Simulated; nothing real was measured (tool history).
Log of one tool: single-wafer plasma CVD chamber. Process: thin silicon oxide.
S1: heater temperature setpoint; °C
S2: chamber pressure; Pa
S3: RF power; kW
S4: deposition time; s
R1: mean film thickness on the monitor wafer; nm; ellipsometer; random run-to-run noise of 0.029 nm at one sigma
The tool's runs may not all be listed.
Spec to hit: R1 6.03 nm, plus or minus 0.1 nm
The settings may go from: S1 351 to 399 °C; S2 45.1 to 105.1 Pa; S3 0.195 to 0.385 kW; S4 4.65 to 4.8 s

run  hour   S1    S2    S3    S4      R1
  1     0  375  75.1  0.29  4.65  5.3928
  2   0.9  375  82.7  0.29  4.65  5.8789
  3   8.3  375  76.5  0.29  4.65  5.4343
  4  13.3  375  76.5  0.27  4.65  5.3464
  5  16.9  375  81.7  0.27  4.65  5.7456
  6  24.3  375  82.5  0.27  4.65  5.7235
  7  28.6  375  83.5  0.27  4.65  5.8027
  8  32.1  375  84.1  0.27  4.65  5.8326

Which of these 5 next moves meets every target?
  A  35.6  378  85.7   0.29  4.65   ?
  B  35.6  377  82.7   0.27  4.65   ?
  C  35.6  370  80.5   0.29  4.65   ?
  D  35.6  380  82.5  0.275  4.65   ?
  E  35.6  376  78.1  0.305  4.65   ?

move      R1
   A  6.0471
   B  5.7204
   C  5.7322
   D  5.7303
   E  5.6322
A: all results land within tolerance of their targets
B: its largest miss is bigger than the last run's
C: its largest miss is bigger than the last run's
D: its largest miss is bigger than the last run's
E: its largest miss is bigger than the last run's
The move that meets every target is A.
